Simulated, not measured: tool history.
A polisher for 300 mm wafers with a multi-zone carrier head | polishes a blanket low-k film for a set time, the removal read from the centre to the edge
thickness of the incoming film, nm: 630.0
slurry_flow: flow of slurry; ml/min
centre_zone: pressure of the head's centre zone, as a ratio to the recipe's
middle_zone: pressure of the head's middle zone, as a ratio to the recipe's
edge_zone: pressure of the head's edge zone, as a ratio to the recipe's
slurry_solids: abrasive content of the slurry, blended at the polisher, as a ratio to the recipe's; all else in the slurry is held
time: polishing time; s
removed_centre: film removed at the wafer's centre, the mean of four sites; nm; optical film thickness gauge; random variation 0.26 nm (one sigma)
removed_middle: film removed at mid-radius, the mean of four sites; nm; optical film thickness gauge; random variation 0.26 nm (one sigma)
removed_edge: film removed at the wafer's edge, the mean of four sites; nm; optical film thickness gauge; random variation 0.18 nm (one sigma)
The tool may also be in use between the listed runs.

Run 1, day 0.000: slurry_flow 195 ml/min, centre_zone 1.00, middle_zone 1.00, edge_zone 1.00, slurry_solids 1.0, time 47 s. Result: removed_centre 23.525 nm, removed_middle 22.516 nm, removed_edge 22.998 nm.
Run 2, day 0.117: slurry_flow 195 ml/min, centre_zone 1.00, middle_zone 1.00, edge_zone 0.97, slurry_solids 1.0, time 47 s. Result: removed_centre 23.018 nm, removed_middle 22.830 nm, removed_edge 22.855 nm.
Run 3, day 0.283: slurry_flow 195 ml/min, centre_zone 1.00, middle_zone 1.00, edge_zone 0.97, slurry_solids 1.0, time 38 s. Result: removed_centre 18.601 nm, removed_middle 18.323 nm, removed_edge 18.599 nm.
Run 4, day 0.404: slurry_flow 195 ml/min, centre_zone 1.03, middle_zone 1.00, edge_zone 0.97, slurry_solids 1.0, time 38 s. Result: removed_centre 19.189 nm, removed_middle 18.199 nm, removed_edge 18.406 nm.
Run 5, day 0.742: slurry_flow 195 ml/min, centre_zone 1.03, middle_zone 1.00, edge_zone 1.05, slurry_solids 1.0, time 38 s. Result: removed_centre 18.860 nm, removed_middle 17.933 nm, removed_edge 19.080 nm.
Run 6, day 0.892: slurry_flow 195 ml/min, centre_zone 0.95, middle_zone 1.00, edge_zone 1.05, slurry_solids 1.0, time 38 s. Result: removed_centre 17.883 nm, removed_middle 18.166 nm, removed_edge 19.040 nm.
Run 7, day 1.192: slurry_flow 195 ml/min, centre_zone 0.95, middle_zone 1.00, edge_zone 1.05, slurry_solids 1.0, time 38 s. Result: removed_centre 18.012 nm, removed_middle 18.606 nm, removed_edge 19.243 nm.
Run 8, day 1.354: slurry_flow 200 ml/min, centre_zone 0.97, middle_zone 0.99, edge_zone 1.06, slurry_solids 1.0, time 38 s. Result: removed_centre 18.264 nm, removed_middle 18.123 nm, removed_edge 19.373 nm.
Run 9, day 1.483: slurry_flow 205 ml/min, centre_zone 0.99, middle_zone 0.99, edge_zone 1.06, slurry_solids 1.0, time 38 s. Result: removed_centre 18.424 nm, removed_middle 17.959 nm, removed_edge 19.310 nm.

The next listed run, before its measurement:
Run 10, day 1.571: slurry_flow 240 ml/min, centre_zone 1.09, middle_zone 0.97, edge_zone 1.16, slurry_solids 1.2, time 38 s. Result: removed_centre ?, removed_middle ?, removed_edge ?.

Run 10 gave removed_centre 22.989 nm, removed_middle 20.585 nm, removed_edge 23.387 nm.
